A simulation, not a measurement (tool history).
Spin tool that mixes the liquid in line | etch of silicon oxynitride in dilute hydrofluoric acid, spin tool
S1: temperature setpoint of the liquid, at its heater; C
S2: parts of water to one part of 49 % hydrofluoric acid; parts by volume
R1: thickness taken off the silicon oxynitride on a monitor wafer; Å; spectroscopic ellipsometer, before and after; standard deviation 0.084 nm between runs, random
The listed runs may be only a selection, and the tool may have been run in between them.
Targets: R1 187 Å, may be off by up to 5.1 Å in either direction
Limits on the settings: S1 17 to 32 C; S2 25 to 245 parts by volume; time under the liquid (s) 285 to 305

{"run": 1, "hour": 0.0, "S1": 24, "S2": 135, "time under the liquid (s)": 285, "R1": 98.616}
{"run": 2, "hour": 3.3, "S1": 26.5, "S2": 135, "time under the liquid (s)": 285, "R1": 109.78}
{"run": 3, "hour": 11.8, "S1": 27.5, "S2": 125, "time under the liquid (s)": 285, "R1": 124.29}
{"run": 4, "hour": 15.1, "S1": 28.5, "S2": 120, "time under the liquid (s)": 285, "R1": 137.06}
{"run": 5, "hour": 23.5, "S1": 28.5, "S2": 120, "time under the liquid (s)": 285, "R1": 137.53}
{"run": 6, "hour": 30.2, "S1": 28.5, "S2": 120, "time under the liquid (s)": 305, "R1": 147.23}
{"run": 7, "hour": 34.0, "S1": 29, "S2": 115, "time under the liquid (s)": 305, "R1": 157.12}
{"run": 8, "hour": 36.7, "S1": 29.5, "S2": 115, "time under the liquid (s)": 305, "R1": 161.1}
{"run": 9, "hour": 38.0, "S1": 30, "S2": 115, "time under the liquid (s)": 305, "R1": 165.67}
{"run": 10, "hour": 39.7, "S1": 30.5, "S2": 115, "time under the liquid (s)": 305, "R1": 168.06}
{"run": 11, "hour": 40.6, "S1": 31, "S2": 115, "time under the liquid (s)": 305, "R1": 171.66}

Of the 5 settings listed for the next run, only one would bring every result within its allowed miss of target. Which one?
{"run": "A", "hour": 41.5, "S1": 30, "S2": 100, "time under the liquid (s)": 295, "R1": "?"}
{"run": "B", "hour": 41.5, "S1": 32, "S2": 105, "time under the liquid (s)": 305, "R1": "?"}
{"run": "C", "hour": 41.5, "S1": 32, "S2": 120, "time under the liquid (s)": 305, "R1": "?"}
{"run": "D", "hour": 41.5, "S1": 30, "S2": 90, "time under the liquid (s)": 285, "R1": "?"}
{"run": "E", "hour": 41.5, "S1": 32, "S2": 115, "time under the liquid (s)": 300, "R1": "?"}

move=A R1=185.35
move=B R1=198.19
move=C R1=170.56
move=D R1=201.08
move=E R1=176.02
A: all results land within tolerance of their targets
B: moves the result that the last run missed by most past its target, out the other side
C: the biggest miss grows against the last run
D: moves the result that the last run missed by most past its target, out the other side
E: closer than the last run, but not yet in spec
Correct choice: A, which meets every target

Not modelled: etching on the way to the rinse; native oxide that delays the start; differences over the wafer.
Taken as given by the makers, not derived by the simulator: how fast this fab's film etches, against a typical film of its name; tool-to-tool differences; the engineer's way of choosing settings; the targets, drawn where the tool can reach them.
